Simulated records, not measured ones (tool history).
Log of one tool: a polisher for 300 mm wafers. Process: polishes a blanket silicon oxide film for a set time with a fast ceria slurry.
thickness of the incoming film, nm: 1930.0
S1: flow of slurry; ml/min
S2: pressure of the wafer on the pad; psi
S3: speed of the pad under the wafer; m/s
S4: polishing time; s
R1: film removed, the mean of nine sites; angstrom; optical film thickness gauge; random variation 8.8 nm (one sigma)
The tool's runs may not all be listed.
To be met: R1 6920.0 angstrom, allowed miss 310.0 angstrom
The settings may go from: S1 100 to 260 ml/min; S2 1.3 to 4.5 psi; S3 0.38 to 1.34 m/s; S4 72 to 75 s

run  hour   S1   S2    S3  S4       R1
  1   0.0  165  2.9  0.86  72  11196.0
  2   1.2  165  2.5  0.86  72   9818.0
  3  10.2  145  2.5  0.86  72   9426.1
  4  17.7  140  2.3  0.86  72   8950.6
  5  22.8  140  2.3  1.06  72  10641.0
  6  30.8  135  2.0  1.04  72   8985.5
  7  38.4  125  1.3  1.02  72   5778.8
  8  44.1  130  1.4  1.02  72   6455.2

4 next moves are on the table. One of them brings every result within its allowed miss. Which?
  A  49.8  175  1.7  0.74  75   ?
  B  49.8  100  2.1  0.76  75   ?
  C  49.8  105  1.6  0.86  74   ?
  D  49.8  185  1.3  0.98  75   ?

move      R1
   A  6054.1
   B  6974.8
   C  6037.1
   D  6216.2
A: further off than the last run
B: meets every target
C: further off than the last run
D: further off than the last run
The right move is B.
